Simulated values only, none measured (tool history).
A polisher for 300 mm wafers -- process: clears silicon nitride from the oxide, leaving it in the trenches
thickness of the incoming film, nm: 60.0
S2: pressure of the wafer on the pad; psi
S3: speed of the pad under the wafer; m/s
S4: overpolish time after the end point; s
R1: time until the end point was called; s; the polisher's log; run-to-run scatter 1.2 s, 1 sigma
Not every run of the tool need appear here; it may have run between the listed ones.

Run 1, hour 0.0: flow of slurry (ml/min) 205, S2 2.0 psi, S3 0.80 m/s, S4 38 s. Result: R1 147.70 s.
Run 2, hour 3.9: flow of slurry (ml/min) 205, S2 1.7 psi, S3 0.80 m/s, S4 38 s. Result: R1 166.09 s.
Run 3, hour 8.4: flow of slurry (ml/min) 205, S2 1.9 psi, S3 0.80 m/s, S4 38 s. Result: R1 158.23 s.
Run 4, hour 11.9: flow of slurry (ml/min) 205, S2 2.1 psi, S3 0.80 m/s, S4 38 s. Result: R1 144.27 s.
Run 5, hour 20.2: flow of slurry (ml/min) 205, S2 2.1 psi, S3 0.80 m/s, S4 40 s. Result: R1 145.70 s.
Run 6, hour 25.3: flow of slurry (ml/min) 205, S2 2.2 psi, S3 0.80 m/s, S4 40 s. Result: R1 136.86 s.

Forecast run 7:
Run 7, hour 27.0: flow of slurry (ml/min) 205, S2 2.3 psi, S3 0.80 m/s, S4 40 s. Result: R1 ?.

R1: 134.19 s

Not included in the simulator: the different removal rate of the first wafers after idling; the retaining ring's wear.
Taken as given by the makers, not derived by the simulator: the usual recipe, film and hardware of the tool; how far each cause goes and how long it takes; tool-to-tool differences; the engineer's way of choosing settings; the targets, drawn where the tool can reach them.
